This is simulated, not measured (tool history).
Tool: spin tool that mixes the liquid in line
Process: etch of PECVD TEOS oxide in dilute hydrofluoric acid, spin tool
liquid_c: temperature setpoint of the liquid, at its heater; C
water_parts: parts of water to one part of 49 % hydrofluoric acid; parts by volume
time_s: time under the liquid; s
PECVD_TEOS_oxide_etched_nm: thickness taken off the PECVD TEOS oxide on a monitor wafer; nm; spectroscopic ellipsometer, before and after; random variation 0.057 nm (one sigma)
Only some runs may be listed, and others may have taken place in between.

run    day  liquid_c  water_parts  time_s  PECVD_TEOS_oxide_etched_nm
  1  0.000      23.0          245     295                      12.853
  2  0.329      23.0          205     295                      16.001
  3  0.562      24.5          205     295                      16.934
  4  0.829      26.0          205     295                      17.865
  5  0.996      22.5          205     295                      15.692
  6  1.133      23.0          205     295                      15.997

Run 7 has not been measured yet. What should we expect?
  7  1.467      23.5          205     295                           ?

{"run 7": {"PECVD_TEOS_oxide_etched_nm": 16.34}}

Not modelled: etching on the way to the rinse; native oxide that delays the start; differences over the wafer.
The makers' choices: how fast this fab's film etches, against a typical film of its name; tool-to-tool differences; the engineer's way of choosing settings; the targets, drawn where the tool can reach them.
